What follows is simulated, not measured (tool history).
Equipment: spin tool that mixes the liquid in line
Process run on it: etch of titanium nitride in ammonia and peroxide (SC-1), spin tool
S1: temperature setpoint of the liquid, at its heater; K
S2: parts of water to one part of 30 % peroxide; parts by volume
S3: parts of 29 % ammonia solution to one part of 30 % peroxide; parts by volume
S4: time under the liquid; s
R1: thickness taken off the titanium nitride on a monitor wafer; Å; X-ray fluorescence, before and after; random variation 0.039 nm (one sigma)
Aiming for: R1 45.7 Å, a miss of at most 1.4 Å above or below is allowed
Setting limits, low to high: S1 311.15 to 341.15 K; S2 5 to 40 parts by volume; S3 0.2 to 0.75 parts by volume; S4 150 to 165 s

{"run": 1, "hour": 0.0, "S1": 325.15, "S2": 22.5, "S3": 0.45, "S4": 150, "R1": 78.634}
{"run": 2, "hour": 1.0, "S1": 323.15, "S2": 22.5, "S3": 0.45, "S4": 150, "R1": 68.314}
{"run": 3, "hour": 8.4, "S1": 316.15, "S2": 22.5, "S3": 0.45, "S4": 150, "R1": 41.439}
{"run": 4, "hour": 13.7, "S1": 316.65, "S2": 22.5, "S3": 0.45, "S4": 150, "R1": 43.31}
{"run": 5, "hour": 16.7, "S1": 316.65, "S2": 22.5, "S3": 0.4, "S4": 150, "R1": 42.063}
{"run": 6, "hour": 24.5, "S1": 322.65, "S2": 22.5, "S3": 0.4, "S4": 150, "R1": 64.9}
{"run": 7, "hour": 31.0, "S1": 321.65, "S2": 22.5, "S3": 0.4, "S4": 150, "R1": 60.703}
{"run": 8, "hour": 35.4, "S1": 320.65, "S2": 22.5, "S3": 0.4, "S4": 150, "R1": 56.364}
{"run": 9, "hour": 36.8, "S1": 320.65, "S2": 22.5, "S3": 0.4, "S4": 150, "R1": 55.644}
{"run": 10, "hour": 41.1, "S1": 320.15, "S2": 22.5, "S3": 0.4, "S4": 150, "R1": 53.634}
{"run": 11, "hour": 49.9, "S1": 319.65, "S2": 22.5, "S3": 0.4, "S4": 150, "R1": 52.505}
{"run": 12, "hour": 53.7, "S1": 319.15, "S2": 22.5, "S3": 0.4, "S4": 150, "R1": 50.355}
{"run": 13, "hour": 57.5, "S1": 318.65, "S2": 22.5, "S3": 0.4, "S4": 150, "R1": 47.864}

Of the 4 settings listed for the next run, only one would bring every result within its allowed miss of target. Which one?
{"run": "A", "hour": 61.3, "S1": 319.65, "S2": 23.5, "S3": 0.35, "S4": 150, "R1": "?"}
{"run": "B", "hour": 61.3, "S1": 315.65, "S2": 18.5, "S3": 0.4, "S4": 165, "R1": "?"}
{"run": "C", "hour": 61.3, "S1": 316.65, "S2": 24.5, "S3": 0.6, "S4": 150, "R1": "?"}
{"run": "D", "hour": 61.3, "S1": 317.15, "S2": 27, "S3": 0.5, "S4": 165, "R1": "?"}

move=A R1=49.843
move=B R1=48.218
move=C R1=43.449
move=D R1=45.326
A: lands further from the targets than the last run did
B: lands further from the targets than the last run did
C: the result that was furthest off in the last run now lies on the other side of its target
D: hits every target within its allowed miss
The move that meets every target is D.

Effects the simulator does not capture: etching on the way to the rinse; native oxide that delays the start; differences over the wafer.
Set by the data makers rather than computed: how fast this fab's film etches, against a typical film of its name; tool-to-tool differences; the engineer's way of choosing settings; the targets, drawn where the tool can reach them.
